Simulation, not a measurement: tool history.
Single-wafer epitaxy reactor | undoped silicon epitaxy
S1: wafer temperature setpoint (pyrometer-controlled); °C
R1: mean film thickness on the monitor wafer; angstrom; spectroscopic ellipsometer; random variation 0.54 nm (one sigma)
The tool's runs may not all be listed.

run 1 hour=0 | S1=665 deposition_time_(s)=422 | R1=952.74
run 2 hour=8.9 | S1=656 deposition_time_(s)=422 | R1=797.85
run 3 hour=13 | S1=651 deposition_time_(s)=422 | R1=730.77
run 4 hour=20.5 | S1=657 deposition_time_(s)=423 | R1=817.8
run 5 hour=23.3 | S1=661 deposition_time_(s)=424 | R1=883.16
run 6 hour=27.6 | S1=661 deposition_time_(s)=479 | R1=1001.3

Run 7 comes next. What will it give?
run 7 hour=32.2 | S1=663 deposition_time_(s)=479 | R1=?

{"run 7": {"R1": 1032.7}}
